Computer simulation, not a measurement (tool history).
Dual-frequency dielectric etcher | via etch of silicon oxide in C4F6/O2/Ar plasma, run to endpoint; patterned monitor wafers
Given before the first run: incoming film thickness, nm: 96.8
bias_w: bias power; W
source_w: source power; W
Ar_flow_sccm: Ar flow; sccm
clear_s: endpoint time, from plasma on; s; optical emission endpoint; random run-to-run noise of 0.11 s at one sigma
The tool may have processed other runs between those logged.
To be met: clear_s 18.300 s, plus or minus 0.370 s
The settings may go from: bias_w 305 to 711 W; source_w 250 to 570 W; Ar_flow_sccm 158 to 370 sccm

run,hour,bias_w,source_w,Ar_flow_sccm,clear_s
1,0.0,508,410,264,21.841
2,1.0,554,410,264,21.045
3,3.8,582,420,263,20.580
4,6.2,605,430,261,20.091
5,9.2,605,430,217,19.504
6,16.3,605,430,262,19.986
7,21.4,623,440,261,19.576
8,27.1,638,440,260,19.245
9,30.5,638,440,260,19.307
10,33.2,650,440,260,18.986

4 next moves are on the table. One of them brings every result within its allowed miss. Which?
A,35.9,668,530,244,?
B,35.9,711,470,241,?
C,35.9,711,510,268,?
D,35.9,704,460,281,?

move,clear_s
A,17.104
B,17.716
C,17.251
D,18.347
A: the result that was furthest off in the last run now lies on the other side of its target
B: the result that was furthest off in the last run now lies on the other side of its target
C: the result that was furthest off in the last run now lies on the other side of its target
D: hits every target within its allowed miss
The move that meets every target is D.
